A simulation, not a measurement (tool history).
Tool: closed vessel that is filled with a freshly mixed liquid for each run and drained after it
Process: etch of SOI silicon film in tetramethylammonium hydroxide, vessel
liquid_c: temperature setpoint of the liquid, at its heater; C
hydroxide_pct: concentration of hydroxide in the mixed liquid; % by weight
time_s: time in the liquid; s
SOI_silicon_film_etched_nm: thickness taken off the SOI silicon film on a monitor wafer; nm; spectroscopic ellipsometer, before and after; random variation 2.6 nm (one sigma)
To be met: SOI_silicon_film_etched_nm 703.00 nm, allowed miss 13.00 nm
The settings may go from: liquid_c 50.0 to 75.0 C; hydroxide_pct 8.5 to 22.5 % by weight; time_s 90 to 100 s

Run 1, hour 0.0: liquid_c 62.0 C, hydroxide_pct 15.5 % by weight, time_s 90 s. Result: SOI_silicon_film_etched_nm 328.58 nm.
Run 2, hour 5.7: liquid_c 64.5 C, hydroxide_pct 15.5 % by weight, time_s 90 s. Result: SOI_silicon_film_etched_nm 383.87 nm.
Run 3, hour 11.2: liquid_c 68.5 C, hydroxide_pct 15.5 % by weight, time_s 90 s. Result: SOI_silicon_film_etched_nm 485.28 nm.
Run 4, hour 19.1: liquid_c 68.5 C, hydroxide_pct 18.0 % by weight, time_s 90 s. Result: SOI_silicon_film_etched_nm 459.80 nm.
Run 5, hour 23.6: liquid_c 70.0 C, hydroxide_pct 17.5 % by weight, time_s 90 s. Result: SOI_silicon_film_etched_nm 510.33 nm.
Run 6, hour 29.7: liquid_c 70.0 C, hydroxide_pct 17.5 % by weight, time_s 100 s. Result: SOI_silicon_film_etched_nm 563.27 nm.
Run 7, hour 35.8: liquid_c 71.0 C, hydroxide_pct 17.5 % by weight, time_s 100 s. Result: SOI_silicon_film_etched_nm 600.90 nm.
Run 8, hour 41.7: liquid_c 71.5 C, hydroxide_pct 17.5 % by weight, time_s 100 s. Result: SOI_silicon_film_etched_nm 615.34 nm.
Run 9, hour 45.4: liquid_c 72.0 C, hydroxide_pct 17.5 % by weight, time_s 100 s. Result: SOI_silicon_film_etched_nm 633.03 nm.
Run 10, hour 50.6: liquid_c 72.5 C, hydroxide_pct 17.5 % by weight, time_s 100 s. Result: SOI_silicon_film_etched_nm 656.16 nm.
Run 11, hour 54.6: liquid_c 73.0 C, hydroxide_pct 17.5 % by weight, time_s 100 s. Result: SOI_silicon_film_etched_nm 677.49 nm.

Which of these 5 next moves meets every target?
Run A, hour 58.6: liquid_c 74.0 C, hydroxide_pct 16.0 % by weight, time_s 100 s. Result: SOI_silicon_film_etched_nm ?.
Run B, hour 58.6: liquid_c 73.5 C, hydroxide_pct 16.5 % by weight, time_s 100 s. Result: SOI_silicon_film_etched_nm ?.
Run C, hour 58.6: liquid_c 74.5 C, hydroxide_pct 17.0 % by weight, time_s 90 s. Result: SOI_silicon_film_etched_nm ?.
Run D, hour 58.6: liquid_c 73.0 C, hydroxide_pct 14.0 % by weight, time_s 100 s. Result: SOI_silicon_film_etched_nm ?.
Run E, hour 58.6: liquid_c 74.0 C, hydroxide_pct 15.0 % by weight, time_s 90 s. Result: SOI_silicon_film_etched_nm ?.

move  SOI_silicon_film_etched_nm
   A                      736.00
   B                      707.47
   C                      666.98
   D                      736.54
   E                      676.65
A: takes the result that was furthest off past its target
B: meets every target
C: further off than the last run
D: takes the result that was furthest off past its target
E: as far off as the last run
The right move is B.
